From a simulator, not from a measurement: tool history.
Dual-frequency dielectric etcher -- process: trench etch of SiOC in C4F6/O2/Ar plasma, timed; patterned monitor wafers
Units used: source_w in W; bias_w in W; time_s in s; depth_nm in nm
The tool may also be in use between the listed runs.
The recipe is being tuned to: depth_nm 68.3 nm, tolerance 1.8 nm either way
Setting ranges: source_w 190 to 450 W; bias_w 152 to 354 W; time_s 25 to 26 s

run	hour	source_w	bias_w	time_s	depth_nm
1	0	320	253	25	60.613
2	4.5	320	289	25	64.038
3	10.1	330	291	25	65.987
4	15.3	330	291	25	65.558
5	20.6	330	259	25	62.781
6	23.1	330	259	26	64.841
7	29.7	340	260	26	66.384
8	35.9	340	261	26	66.341
9	38.4	340	262	26	66.353
# hour 43: source power generator calibrated
10	43	340	263	26	65.7

Next run, 5 choices. One meets every target within its allowed miss, the rest don't. Which?
A	47.6	330	246	26	?
B	47.6	340	241	26	?
C	47.6	370	245	25.5	?
D	47.6	330	258	25.5	?
E	47.6	420	244	25	?

move	depth_nm
A	62.976
B	63.48
C	65.634
D	63.015
E	68.635
A: its largest miss is bigger than the last run's
B: its largest miss is bigger than the last run's
C: neither nearer nor further off than the last run
D: its largest miss is bigger than the last run's
E: all results land within tolerance of their targets
The right move is E.
